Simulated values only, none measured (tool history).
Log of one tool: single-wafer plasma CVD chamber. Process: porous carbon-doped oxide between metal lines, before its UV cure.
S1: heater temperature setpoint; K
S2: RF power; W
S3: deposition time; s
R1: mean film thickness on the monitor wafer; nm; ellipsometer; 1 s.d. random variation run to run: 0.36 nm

run,day,S1,S2,S3,R1
1,0.000,548.15,505,17.4,104.340
2,0.246,551.15,505,17.4,102.340
3,0.333,553.15,505,17.4,101.270
4,0.525,555.15,505,17.4,99.238
5,0.821,555.15,560,17.4,107.340
6,1.046,555.15,560,17.4,106.220
7,1.225,558.15,555,17.4,103.810
8,1.388,560.15,550,17.4,102.540
9,1.454,562.15,545,17.4,100.730

Run 10 has not been measured yet. What should we expect?
10,1.625,563.15,540,17.4,?

{"run 10": {"R1": 99.288}}
